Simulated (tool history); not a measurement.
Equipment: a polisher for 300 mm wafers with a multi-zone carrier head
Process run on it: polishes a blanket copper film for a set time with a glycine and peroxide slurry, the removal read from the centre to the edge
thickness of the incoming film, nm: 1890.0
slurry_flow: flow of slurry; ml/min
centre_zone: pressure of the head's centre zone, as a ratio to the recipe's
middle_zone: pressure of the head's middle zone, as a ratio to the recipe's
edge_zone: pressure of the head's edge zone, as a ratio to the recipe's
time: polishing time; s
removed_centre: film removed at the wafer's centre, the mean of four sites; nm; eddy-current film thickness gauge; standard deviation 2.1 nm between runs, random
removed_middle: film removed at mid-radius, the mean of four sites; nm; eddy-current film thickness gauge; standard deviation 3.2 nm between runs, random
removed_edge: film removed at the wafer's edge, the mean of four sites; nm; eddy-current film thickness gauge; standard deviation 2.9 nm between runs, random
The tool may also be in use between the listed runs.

run	day	slurry_flow	centre_zone	middle_zone	edge_zone	time	removed_centre	removed_middle	removed_edge
1	0	175	1	1	1	81	298.55	303.91	307.7
2	0.038	175	1	1	1	63	238.26	237.94	239.95
3	0.342	175	1	0.99	1.02	66	246.41	249.6	255.43
4	0.421	135	1	0.99	1.02	66	233.52	233.5	249.17
5	0.504	135	1.01	0.99	1.04	69	248.75	245.47	260.38
6	0.854	140	1.01	0.98	1.06	72	258.21	256.93	273.87
7	0.912	140	1.01	0.97	1.07	75	271.23	267.6	284.01
# day 1.125: worn pad replaced by a new one
8	1.125	135	1.01	0.95	1.08	78	299.74	285.31	316.58
9	1.471	145	1	0.94	1.09	78	297.48	281.64	320.23

Expected results for the next run?
10	1.738	155	1	0.94	1.1	78	?	?	?

removed_centre: 301.69 nm
removed_middle: 290.68 nm
removed_edge: 324.74 nm
